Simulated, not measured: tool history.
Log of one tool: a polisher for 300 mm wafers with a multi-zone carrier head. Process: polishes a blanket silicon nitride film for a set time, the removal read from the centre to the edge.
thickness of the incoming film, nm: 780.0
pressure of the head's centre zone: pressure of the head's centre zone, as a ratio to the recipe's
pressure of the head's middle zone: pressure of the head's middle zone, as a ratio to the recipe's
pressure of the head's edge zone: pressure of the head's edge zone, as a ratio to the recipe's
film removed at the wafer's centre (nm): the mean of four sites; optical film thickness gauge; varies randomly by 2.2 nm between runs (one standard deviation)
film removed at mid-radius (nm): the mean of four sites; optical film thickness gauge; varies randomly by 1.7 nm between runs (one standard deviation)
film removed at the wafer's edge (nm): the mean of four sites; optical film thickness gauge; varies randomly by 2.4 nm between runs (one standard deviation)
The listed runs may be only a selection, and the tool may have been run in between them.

| run | hour | flow of slurry (ml/min) | pressure of the head's centre zone | pressure of the head's middle zone | pressure of the head's edge zone | polishing time (s) | film removed at the wafer's centre (nm) | film removed at mid-radius (nm) | film removed at the wafer's edge (nm) |
|---|---|---|---|---|---|---|---|---|---|
| 1 | 0 | 295 | 1 | 1 | 1 | 73 | 211.05 | 214.24 | 211.46 |
| 2 | 8.9 | 310 | 1.05 | 1.03 | 1.05 | 76 | 233.33 | 231.47 | 228.54 |
| 3 | 11.2 | 330 | 1.09 | 1.05 | 1.09 | 77 | 244.81 | 237.28 | 238.67 |
| 4 | 19.9 | 330 | 1.09 | 1.13 | 1.09 | 77 | 247.86 | 250.25 | 242.02 |
| 5 | 22.8 | 300 | 1.09 | 1.13 | 1.09 | 77 | 245.96 | 246.38 | 233.83 |
| 6 | 30.6 | 240 | 1.09 | 1.13 | 1.09 | 77 | 238.01 | 244.78 | 231.2 |
| 7 | 36.9 | 280 | 1.12 | 1.14 | 1.12 | 78 | 254.35 | 250.69 | 240.4 |
| 8 | 45.9 | 310 | 1.14 | 1.15 | 1.14 | 78 | 264.97 | 258.8 | 242.72 |

Run 9 comes next. What will it give?
| 9 | 52.6 | 335 | 1.14 | 1.13 | 1.16 | 79 | ? | ? | ? |

film removed at the wafer's centre (nm): 266.02
film removed at mid-radius (nm): 255.91
film removed at the wafer's edge (nm): 252.64

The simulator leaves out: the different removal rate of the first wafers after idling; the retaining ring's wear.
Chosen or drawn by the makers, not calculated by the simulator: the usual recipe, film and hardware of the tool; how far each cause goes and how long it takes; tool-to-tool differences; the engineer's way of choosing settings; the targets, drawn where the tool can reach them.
